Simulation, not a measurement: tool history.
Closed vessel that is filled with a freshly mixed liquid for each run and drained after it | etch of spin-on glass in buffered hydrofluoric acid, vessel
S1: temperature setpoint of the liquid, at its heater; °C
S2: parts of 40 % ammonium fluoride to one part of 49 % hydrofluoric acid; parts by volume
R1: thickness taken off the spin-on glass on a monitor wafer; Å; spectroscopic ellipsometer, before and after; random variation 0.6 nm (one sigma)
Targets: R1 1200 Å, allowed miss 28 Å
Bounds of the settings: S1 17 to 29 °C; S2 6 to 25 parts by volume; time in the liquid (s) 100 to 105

{"run": 1, "hour": 0.0, "S1": 21, "S2": 15.5, "time in the liquid (s)": 100, "R1": 1559.7}
{"run": 2, "hour": 2.6, "S1": 22.5, "S2": 15.5, "time in the liquid (s)": 100, "R1": 1678.6}
{"run": 3, "hour": 5.9, "S1": 22.5, "S2": 15.5, "time in the liquid (s)": 100, "R1": 1703.4}
{"run": 4, "hour": 12.1, "S1": 25, "S2": 15.5, "time in the liquid (s)": 100, "R1": 1940.9}
{"run": 5, "hour": 19.0, "S1": 25, "S2": 15.5, "time in the liquid (s)": 100, "R1": 1948.2}
{"run": 6, "hour": 21.0, "S1": 24, "S2": 15.5, "time in the liquid (s)": 100, "R1": 1826.1}
{"run": 7, "hour": 25.1, "S1": 23, "S2": 15.5, "time in the liquid (s)": 100, "R1": 1750.3}
{"run": 8, "hour": 25.8, "S1": 22.5, "S2": 15.5, "time in the liquid (s)": 100, "R1": 1698.5}

Which of these 4 next moves meets every target?
{"run": "A", "hour": 26.5, "S1": 27.5, "S2": 17, "time in the liquid (s)": 105, "R1": "?"}
{"run": "B", "hour": 26.5, "S1": 23.5, "S2": 14.5, "time in the liquid (s)": 105, "R1": "?"}
{"run": "C", "hour": 26.5, "S1": 20, "S2": 19, "time in the liquid (s)": 100, "R1": "?"}
{"run": "D", "hour": 26.5, "S1": 25.5, "S2": 15.5, "time in the liquid (s)": 100, "R1": "?"}

move=A R1=2118.6
move=B R1=1994.9
move=C R1=1198.9
move=D R1=1984.1
A: further off than the last run
B: further off than the last run
C: meets every target
D: further off than the last run
The right move is C.
